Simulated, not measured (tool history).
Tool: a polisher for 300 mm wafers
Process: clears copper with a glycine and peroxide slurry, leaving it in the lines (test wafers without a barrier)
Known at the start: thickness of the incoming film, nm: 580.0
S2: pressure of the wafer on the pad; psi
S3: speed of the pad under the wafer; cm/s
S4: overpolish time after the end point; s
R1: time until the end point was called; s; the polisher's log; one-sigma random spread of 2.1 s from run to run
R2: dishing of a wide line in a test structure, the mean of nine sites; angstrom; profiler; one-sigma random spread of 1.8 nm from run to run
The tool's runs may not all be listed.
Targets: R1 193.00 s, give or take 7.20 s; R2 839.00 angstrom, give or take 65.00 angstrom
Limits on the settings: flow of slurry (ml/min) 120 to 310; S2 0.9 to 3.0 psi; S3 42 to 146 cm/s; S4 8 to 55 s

run 1 day=0.000 | flow_of_slurry_(ml/min)=200 S2=1.9 S3=94 S4=28 | R1=150.12 R2=760.56
run 2 day=0.225 | flow_of_slurry_(ml/min)=200 S2=1.9 S3=94 S4=19 | R1=149.57 R2=558.92
run 3 day=0.546 | flow_of_slurry_(ml/min)=200 S2=1.5 S3=94 S4=19 | R1=179.26 R2=480.65
run 4 day=0.854 | flow_of_slurry_(ml/min)=200 S2=1.5 S3=80 S4=19 | R1=203.08 R2=427.85
run 5 day=1.196 | flow_of_slurry_(ml/min)=200 S2=1.5 S3=80 S4=25 | R1=199.92 R2=539.54
run 6 day=1.262 | flow_of_slurry_(ml/min)=200 S2=1.1 S3=80 S4=25 | R1=244.99 R2=472.18
run 7 day=1.429 | flow_of_slurry_(ml/min)=200 S2=1.2 S3=80 S4=29 | R1=231.03 R2=568.86
-- day=1.525 slurry nozzle cleaned
run 8 day=1.525 | flow_of_slurry_(ml/min)=200 S2=1.3 S3=80 S4=31 | R1=211.13 R2=619.57
run 9 day=1.667 | flow_of_slurry_(ml/min)=200 S2=1.3 S3=80 S4=33 | R1=211.91 R2=658.57
run 10 day=2.025 | flow_of_slurry_(ml/min)=200 S2=1.3 S3=80 S4=33 | R1=208.55 R2=645.11
run 11 day=2.117 | flow_of_slurry_(ml/min)=200 S2=1.3 S3=80 S4=33 | R1=215.32 R2=656.45
run 12 day=2.250 | flow_of_slurry_(ml/min)=200 S2=1.4 S3=80 S4=35 | R1=202.88 R2=693.40
run 13 day=2.525 | flow_of_slurry_(ml/min)=200 S2=1.4 S3=80 S4=37 | R1=202.93 R2=726.42

Next run, 5 choices. One meets every target within its allowed miss, the rest don't. Which?
run A day=2.800 | flow_of_slurry_(ml/min)=190 S2=1.9 S3=64 S4=42 | R1=? R2=?
run B day=2.800 | flow_of_slurry_(ml/min)=205 S2=1.2 S3=112 S4=53 | R1=? R2=?
run C day=2.800 | flow_of_slurry_(ml/min)=195 S2=2.2 S3=56 S4=27 | R1=? R2=?
run D day=2.800 | flow_of_slurry_(ml/min)=145 S2=1.4 S3=94 S4=33 | R1=? R2=?
run E day=2.800 | flow_of_slurry_(ml/min)=210 S2=1.6 S3=82 S4=47 | R1=? R2=?

move=A R1=194.66 R2=857.09
move=B R1=179.99 R2=928.60
move=C R1=192.28 R2=632.63
move=D R1=192.33 R2=692.46
move=E R1=182.46 R2=925.94
A: all results land within tolerance of their targets
B: the result that was furthest off in the last run now lies on the other side of its target
C: the biggest miss grows against the last run
D: the biggest miss grows against the last run
E: the result that was furthest off in the last run now lies on the other side of its target
Correct choice: A, which meets every target

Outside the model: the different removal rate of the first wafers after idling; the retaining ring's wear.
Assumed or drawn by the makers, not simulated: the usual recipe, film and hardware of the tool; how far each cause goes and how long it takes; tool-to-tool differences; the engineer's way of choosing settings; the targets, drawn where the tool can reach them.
